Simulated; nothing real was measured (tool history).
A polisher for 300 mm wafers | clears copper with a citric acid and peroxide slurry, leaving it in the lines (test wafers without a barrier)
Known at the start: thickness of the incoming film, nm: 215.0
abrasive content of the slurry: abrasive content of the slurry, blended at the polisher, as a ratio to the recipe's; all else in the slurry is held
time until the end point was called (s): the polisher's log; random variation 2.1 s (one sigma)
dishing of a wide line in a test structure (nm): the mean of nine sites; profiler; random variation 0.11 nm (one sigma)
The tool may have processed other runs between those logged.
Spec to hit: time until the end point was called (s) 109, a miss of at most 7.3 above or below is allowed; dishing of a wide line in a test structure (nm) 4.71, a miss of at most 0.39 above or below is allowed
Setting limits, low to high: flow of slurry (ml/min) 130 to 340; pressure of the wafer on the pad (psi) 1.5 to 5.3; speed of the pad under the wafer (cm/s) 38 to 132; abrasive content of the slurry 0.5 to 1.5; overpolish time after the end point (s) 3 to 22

| run | day | flow of slurry (ml/min) | pressure of the wafer on the pad (psi) | speed of the pad under the wafer (cm/s) | abrasive content of the slurry | overpolish time after the end point (s) | time until the end point was called (s) | dishing of a wide line in a test structure (nm) |
|---|---|---|---|---|---|---|---|---|
| 1 | 0 | 220 | 3.4 | 84 | 1 | 11 | 107.28 | 16.754 |
| 2 | 0.042 | 220 | 4.2 | 84 | 1 | 11 | 91.335 | 19.919 |
| 3 | 0.2 | 220 | 3.6 | 88 | 1 | 9 | 97.516 | 15.175 |
| 4 | 0.262 | 200 | 3.6 | 88 | 1 | 9 | 99.76 | 14.545 |
| 5 | 0.296 | 185 | 3.1 | 94 | 0.95 | 8 | 115.17 | 12.034 |
| 6 | 0.617 | 185 | 2.6 | 94 | 0.95 | 8 | 133.83 | 10.176 |
| 7 | 0.767 | 190 | 1.6 | 118 | 1 | 3 | 171.75 | 3.171 |
| 8 | 1.133 | 195 | 1.8 | 122 | 1.05 | 3 | 148.57 | 3.519 |
| 9 | 1.183 | 195 | 1.9 | 124 | 1.05 | 3 | 136 | 3.9029 |
| 10 | 1.325 | 200 | 2 | 126 | 1.05 | 3 | 124.28 | 4.2379 |

Consider the 4 candidate settings below. Which is the only one whose results all fall within their allowed miss of target?
| A | 1.467 | 195 | 1.8 | 126 | 1.1 | 5 | ? | ? |
| B | 1.467 | 235 | 1.8 | 132 | 1.2 | 3 | ? | ? |
| C | 1.467 | 185 | 1.9 | 130 | 1.1 | 3 | ? | ? |
| D | 1.467 | 175 | 2.4 | 130 | 1 | 3 | ? | ? |

| move | time until the end point was called (s) | dishing of a wide line in a test structure (nm) |
|---|---|---|
| A | 135 | 5.9528 |
| B | 123.11 | 3.9489 |
| C | 125.66 | 3.8714 |
| D | 104.35 | 4.6551 |
A: further off than the last run
B: an improvement on the last run, though not all results are within tolerance
C: further off than the last run
D: hits every target within its allowed miss
So the answer is move D, the one that meets all the targets.
